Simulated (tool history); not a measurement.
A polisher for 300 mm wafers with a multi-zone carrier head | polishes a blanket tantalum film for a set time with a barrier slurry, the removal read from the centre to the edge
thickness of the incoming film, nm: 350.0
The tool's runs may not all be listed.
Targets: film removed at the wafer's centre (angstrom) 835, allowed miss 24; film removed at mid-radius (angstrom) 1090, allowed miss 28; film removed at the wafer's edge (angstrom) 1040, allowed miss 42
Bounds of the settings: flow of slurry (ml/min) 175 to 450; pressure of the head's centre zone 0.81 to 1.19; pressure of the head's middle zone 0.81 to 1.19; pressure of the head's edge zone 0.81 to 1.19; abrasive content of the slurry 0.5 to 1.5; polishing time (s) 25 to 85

run	hour	flow of slurry (ml/min)	pressure of the head's centre zone	pressure of the head's middle zone	pressure of the head's edge zone	abrasive content of the slurry	polishing time (s)	film removed at the wafer's centre (angstrom)	film removed at mid-radius (angstrom)	film removed at the wafer's edge (angstrom)
1	0	290	1	1	1	1	55	960.8	950.67	974.1
2	5.2	290	0.98	1.01	1.01	1	55	944.09	959.12	974.53
3	8.3	290	0.98	1.01	1.01	1	47	795.9	803.7	847.77
4	15.7	290	0.98	1.01	1.01	1.1	47	815.89	840.07	874.38
5	21.4	295	0.97	1.03	1.03	1.15	47	828.39	871.76	875.18
6	26.2	290	0.95	1.03	1.04	1.2	48	852.92	898.4	928.95
7	35.2	290	0.94	1.05	1.05	1.2	48	833.19	908.07	923.68
8	41.3	290	0.93	1.06	1.06	1.25	48	838.62	938.04	959.92
# hour 42.7: slurry nozzle cleaned
9	42.7	295	0.93	1.07	1.07	1.25	48	855.31	978.53	945.64
10	47.1	280	0.83	1.09	1.16	1.5	49	819.85	1054.2	1096.8
11	49.3	280	0.83	1.09	1.16	1.5	49	810.48	1051.7	1077.1
12	53.8	285	0.83	1.09	1.15	1.5	49	819.75	1061.2	1078.4

4 next moves are on the table. One of them brings every result within its allowed miss. Which?
A	58.3	270	0.81	1	1.18	1.45	52	?	?	?
B	58.3	290	0.85	1.14	1.11	1.5	49	?	?	?
C	58.3	380	0.91	1.19	1.09	1.5	48	?	?	?
D	58.3	190	0.91	1.16	1.06	1.5	48	?	?	?

move	film removed at the wafer's centre (angstrom)	film removed at mid-radius (angstrom)	film removed at the wafer's edge (angstrom)
A	834.08	1028.9	1152.3
B	839.86	1094.8	1065.1
C	906.13	1138.4	1053.1
D	827.29	1027.4	976.6
A: further off than the last run
B: meets every target
C: takes the result that was furthest off past its target
D: further off than the last run
The right move is B.
